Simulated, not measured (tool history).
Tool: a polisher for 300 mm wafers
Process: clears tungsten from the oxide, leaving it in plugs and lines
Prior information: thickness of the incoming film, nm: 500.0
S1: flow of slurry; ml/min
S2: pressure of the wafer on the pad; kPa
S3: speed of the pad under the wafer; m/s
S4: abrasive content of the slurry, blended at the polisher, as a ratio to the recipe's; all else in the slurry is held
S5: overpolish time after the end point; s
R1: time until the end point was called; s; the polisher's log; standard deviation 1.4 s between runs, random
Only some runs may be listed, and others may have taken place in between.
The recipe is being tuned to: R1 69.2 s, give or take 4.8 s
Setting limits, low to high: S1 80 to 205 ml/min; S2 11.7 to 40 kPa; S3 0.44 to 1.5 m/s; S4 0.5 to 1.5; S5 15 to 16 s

| run | day | S1 | S2 | S3 | S4 | S5 | R1 |
|---|---|---|---|---|---|---|---|
| 1 | 0 | 135 | 25.5 | 0.96 | 1 | 15 | 97.874 |
| 2 | 0.042 | 135 | 30.3 | 0.96 | 1 | 15 | 86.319 |
| 3 | 0.221 | 150 | 30.3 | 0.96 | 1 | 15 | 82.645 |
| 4 | 0.425 | 150 | 31 | 0.96 | 1 | 15 | 81.983 |
| 5 | 0.688 | 150 | 31.7 | 0.96 | 1 | 15 | 82.612 |
| 6 | 0.846 | 150 | 31.7 | 0.96 | 0.85 | 15 | 87.318 |
| 7 | 0.908 | 150 | 32.4 | 0.96 | 0.85 | 15 | 81.349 |
| 8 | 1.188 | 150 | 33.1 | 0.96 | 0.85 | 15 | 82.635 |
| 9 | 1.429 | 150 | 33.8 | 0.96 | 0.85 | 15 | 78.354 |
| 10 | 1.692 | 150 | 34.5 | 0.96 | 0.85 | 15 | 81.069 |
| 11 | 1.925 | 150 | 35.2 | 0.96 | 0.85 | 15 | 81.981 |
| 12 | 2.146 | 155 | 35.9 | 0.98 | 0.85 | 15 | 78.272 |

Of the 5 settings listed for the next run, only one would bring every result within its allowed miss of target. Which one?
| A | 2.367 | 155 | 33.8 | 0.86 | 0.9 | 16 | ? |
| B | 2.367 | 155 | 37.2 | 1.14 | 0.75 | 15 | ? |
| C | 2.367 | 155 | 32.4 | 0.88 | 0.8 | 16 | ? |
| D | 2.367 | 160 | 36.5 | 0.82 | 0.7 | 16 | ? |
| E | 2.367 | 165 | 37.2 | 0.88 | 0.9 | 15 | ? |

| move | R1 |
|---|---|
| A | 85.545 |
| B | 66.485 |
| C | 88.864 |
| D | 89.127 |
| E | 77.811 |
A: its largest miss is bigger than the last run's
B: every result within its allowed miss
C: its largest miss is bigger than the last run's
D: its largest miss is bigger than the last run's
E: moves toward the targets from the last run without getting all of them in spec
The move that meets every target is B.

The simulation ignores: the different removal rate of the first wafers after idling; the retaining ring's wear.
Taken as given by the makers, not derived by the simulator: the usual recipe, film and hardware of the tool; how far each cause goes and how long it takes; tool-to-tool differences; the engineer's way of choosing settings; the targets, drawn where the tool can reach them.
